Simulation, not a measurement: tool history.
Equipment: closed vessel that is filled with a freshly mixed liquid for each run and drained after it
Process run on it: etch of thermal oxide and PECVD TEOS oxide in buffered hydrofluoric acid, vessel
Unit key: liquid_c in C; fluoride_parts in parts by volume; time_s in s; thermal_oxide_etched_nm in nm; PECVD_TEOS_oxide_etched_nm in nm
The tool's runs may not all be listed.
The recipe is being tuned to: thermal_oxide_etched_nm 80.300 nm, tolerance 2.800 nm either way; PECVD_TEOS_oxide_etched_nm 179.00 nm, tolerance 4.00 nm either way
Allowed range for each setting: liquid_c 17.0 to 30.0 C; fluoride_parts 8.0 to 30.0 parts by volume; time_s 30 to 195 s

| run | day | liquid_c | fluoride_parts | time_s | thermal_oxide_etched_nm | PECVD_TEOS_oxide_etched_nm |
|---|---|---|---|---|---|---|
| 1 | 0.000 | 22.0 | 21.5 | 100 | 55.135 | 124.48 |
| 2 | 0.125 | 24.0 | 21.5 | 100 | 62.083 | 138.25 |
| 3 | 0.442 | 24.0 | 17.5 | 100 | 74.926 | 166.41 |
| 4 | 0.729 | 24.0 | 17.5 | 85 | 63.529 | 142.90 |
|  | 0.946 | thermometer replaced |
| 5 | 0.946 | 24.0 | 22.5 | 85 | 46.453 | 103.03 |
| 6 | 1.054 | 24.0 | 22.5 | 130 | 71.393 | 157.16 |
| 7 | 1.392 | 25.0 | 22.0 | 130 | 75.153 | 167.90 |
| 8 | 1.596 | 25.5 | 22.0 | 130 | 75.726 | 172.98 |

Pick the move, out of 4, that brings all results within their allowed miss; only one does.
| A | 1.800 | 23.5 | 21.0 | 130 | ? | ? |
| B | 1.800 | 24.5 | 20.5 | 135 | ? | ? |
| C | 1.800 | 26.5 | 20.5 | 115 | ? | ? |
| D | 1.800 | 29.0 | 30.0 | 130 | ? | ? |

| move | thermal_oxide_etched_nm | PECVD_TEOS_oxide_etched_nm |
|---|---|---|
| A | 71.591 | 159.04 |
| B | 79.841 | 177.37 |
| C | 75.807 | 168.41 |
| D | 75.514 | 167.76 |
A: the biggest miss grows against the last run
B: all results in spec
C: the biggest miss grows against the last run
D: the biggest miss grows against the last run
B meets every target.
